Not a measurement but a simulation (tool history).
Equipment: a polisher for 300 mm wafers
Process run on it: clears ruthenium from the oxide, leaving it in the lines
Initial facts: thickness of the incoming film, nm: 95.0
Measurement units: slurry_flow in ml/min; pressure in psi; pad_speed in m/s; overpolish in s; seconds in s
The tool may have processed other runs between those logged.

| run | hour | slurry_flow | pressure | pad_speed | overpolish | seconds |
|---|---|---|---|---|---|---|
| 1 | 0.0 | 160 | 2.7 | 0.86 | 7 | 56.639 |
| 2 | 4.9 | 160 | 2.7 | 0.86 | 7 | 59.734 |
| 3 | 5.9 | 160 | 3.3 | 0.86 | 7 | 49.336 |
| 4 | 9.5 | 160 | 3.3 | 0.86 | 7 | 47.912 |
| 5 | 15.0 | 160 | 3.3 | 0.86 | 7 | 48.930 |
| 6 | 22.8 | 180 | 3.3 | 0.86 | 7 | 46.648 |
| 7 | 28.9 | 185 | 3.4 | 0.86 | 7 | 45.800 |

What will run 8 give?
| 8 | 37.5 | 185 | 3.5 | 0.86 | 7 | ? |

seconds: 45.093 s
